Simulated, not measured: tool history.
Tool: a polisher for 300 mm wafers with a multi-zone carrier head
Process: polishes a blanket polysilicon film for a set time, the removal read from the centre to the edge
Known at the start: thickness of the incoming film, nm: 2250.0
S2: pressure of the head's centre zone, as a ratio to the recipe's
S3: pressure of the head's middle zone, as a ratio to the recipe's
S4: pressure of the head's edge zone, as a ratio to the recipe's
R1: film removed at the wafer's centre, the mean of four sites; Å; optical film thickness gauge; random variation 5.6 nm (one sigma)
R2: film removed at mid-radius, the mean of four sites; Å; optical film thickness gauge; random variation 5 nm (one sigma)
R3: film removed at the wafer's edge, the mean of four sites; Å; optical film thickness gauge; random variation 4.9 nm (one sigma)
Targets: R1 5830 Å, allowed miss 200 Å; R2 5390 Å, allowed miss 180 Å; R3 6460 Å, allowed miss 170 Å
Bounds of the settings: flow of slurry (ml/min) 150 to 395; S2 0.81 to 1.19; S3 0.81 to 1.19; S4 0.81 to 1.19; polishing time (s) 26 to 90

run 1 day=0 | flow_of_slurry_(ml/min)=250 S2=1 S3=1 S4=1 polishing_time_(s)=58 | R1=4575.5 R2=4557.8 R3=4647.9
run 2 day=0.175 | flow_of_slurry_(ml/min)=250 S2=1 S3=1 S4=1 polishing_time_(s)=63 | R1=5056 R2=4976.2 R3=5127
run 3 day=0.242 | flow_of_slurry_(ml/min)=250 S2=1 S3=0.95 S4=1 polishing_time_(s)=63 | R1=4971.1 R2=4797.3 R3=5119.2
run 4 day=0.308 | flow_of_slurry_(ml/min)=250 S2=1 S3=0.95 S4=1.06 polishing_time_(s)=63 | R1=4980.3 R2=4768.2 R3=5278.6
run 5 day=0.338 | flow_of_slurry_(ml/min)=250 S2=1.04 S3=0.95 S4=1.06 polishing_time_(s)=63 | R1=5229.2 R2=4757.1 R3=5219.6
run 6 day=0.562 | flow_of_slurry_(ml/min)=250 S2=1 S3=0.95 S4=1.06 polishing_time_(s)=63 | R1=5013.8 R2=4777.4 R3=5272.8
run 7 day=0.825 | flow_of_slurry_(ml/min)=260 S2=1 S3=0.95 S4=1.09 polishing_time_(s)=65 | R1=5172.4 R2=4935.4 R3=5452
run 8 day=1.104 | flow_of_slurry_(ml/min)=250 S2=1 S3=0.94 S4=1.1 polishing_time_(s)=67 | R1=5381.2 R2=4983.1 R3=5660.1
run 9 day=1.154 | flow_of_slurry_(ml/min)=260 S2=0.99 S3=0.93 S4=1.12 polishing_time_(s)=68 | R1=5275.4 R2=5029.7 R3=5836.7

4 next moves are on the table. One of them brings every result within its allowed miss. Which?
run A day=1.204 | flow_of_slurry_(ml/min)=240 S2=1.01 S3=0.96 S4=1.1 polishing_time_(s)=76 | R1=? R2=? R3=?
run B day=1.204 | flow_of_slurry_(ml/min)=205 S2=0.92 S3=0.89 S4=1.13 polishing_time_(s)=76 | R1=? R2=? R3=?
run C day=1.204 | flow_of_slurry_(ml/min)=305 S2=1 S3=0.92 S4=1.18 polishing_time_(s)=72 | R1=? R2=? R3=?
run D day=1.204 | flow_of_slurry_(ml/min)=290 S2=1.02 S3=1.04 S4=1.14 polishing_time_(s)=70 | R1=? R2=? R3=?

move=A R1=6142.9 R2=5733.6 R3=6393.5
move=B R1=5471.1 R2=5283.8 R3=6396.2
move=C R1=5918.5 R2=5371.2 R3=6400.4
move=D R1=5844.3 R2=5761.8 R3=6080.5
A: brings the result that was furthest off to its target, and leaves another outside
B: brings the result that was furthest off to its target, and leaves another outside
C: meets every target
D: nearer than the last run, and not there yet
The right move is C.
